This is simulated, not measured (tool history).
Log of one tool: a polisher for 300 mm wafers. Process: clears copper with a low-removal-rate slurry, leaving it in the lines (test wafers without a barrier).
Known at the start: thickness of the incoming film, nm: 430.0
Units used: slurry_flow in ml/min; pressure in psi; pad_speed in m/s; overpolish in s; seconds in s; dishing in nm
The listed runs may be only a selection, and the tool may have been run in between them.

run 1 hour=0 | slurry_flow=265 pressure=2.8 pad_speed=1.3 slurry_solids=1 overpolish=24 | seconds=131.14 dishing=42.66
run 2 hour=3.5 | slurry_flow=270 pressure=2.5 pad_speed=1.4 slurry_solids=1 overpolish=18 | seconds=136.74 dishing=33.407
run 3 hour=11 | slurry_flow=270 pressure=2.5 pad_speed=1.4 slurry_solids=1.1 overpolish=18 | seconds=131.6 dishing=34.052
run 4 hour=15.8 | slurry_flow=295 pressure=2.5 pad_speed=1.4 slurry_solids=1.1 overpolish=18 | seconds=131.25 dishing=34.744
run 5 hour=21.9 | slurry_flow=250 pressure=2.1 pad_speed=1.58 slurry_solids=1.15 overpolish=14 | seconds=138.01 dishing=26.206
run 6 hour=22.4 | slurry_flow=250 pressure=1.4 pad_speed=1.58 slurry_solids=1.15 overpolish=14 | seconds=200.99 dishing=19.918
run 7 hour=25.8 | slurry_flow=220 pressure=1.5 pad_speed=1.7 slurry_solids=1.25 overpolish=12 | seconds=175.91 dishing=18.525
run 8 hour=28.6 | slurry_flow=210 pressure=1.6 pad_speed=1.74 slurry_solids=1.3 overpolish=10 | seconds=162.96 dishing=17.363
run 9 hour=32.8 | slurry_flow=215 pressure=1.7 pad_speed=1.76 slurry_solids=1.35 overpolish=9 | seconds=147.96 dishing=17.238
run 10 hour=33.9 | slurry_flow=230 pressure=1.7 pad_speed=1.76 slurry_solids=1.35 overpolish=8 | seconds=147.24 dishing=15.307
run 11 hour=39.1 | slurry_flow=240 pressure=1.8 pad_speed=1.76 slurry_solids=1.35 overpolish=8 | seconds=139.31 dishing=16.396
run 12 hour=42.2 | slurry_flow=250 pressure=1.8 pad_speed=1.76 slurry_solids=1.35 overpolish=8 | seconds=139.05 dishing=16.176
run 13 hour=43.4 | slurry_flow=255 pressure=1.8 pad_speed=1.76 slurry_solids=1.35 overpolish=8 | seconds=137.88 dishing=16.377
run 14 hour=45.7 | slurry_flow=265 pressure=2 pad_speed=1.76 slurry_solids=1.35 overpolish=9 | seconds=127.95 dishing=20.147

The next listed run, before its measurement:
run 15 hour=50 | slurry_flow=250 pressure=2 pad_speed=1.76 slurry_solids=1.4 overpolish=9 | seconds=? dishing=?

seconds: 129.09 s
dishing: 20.091 nm
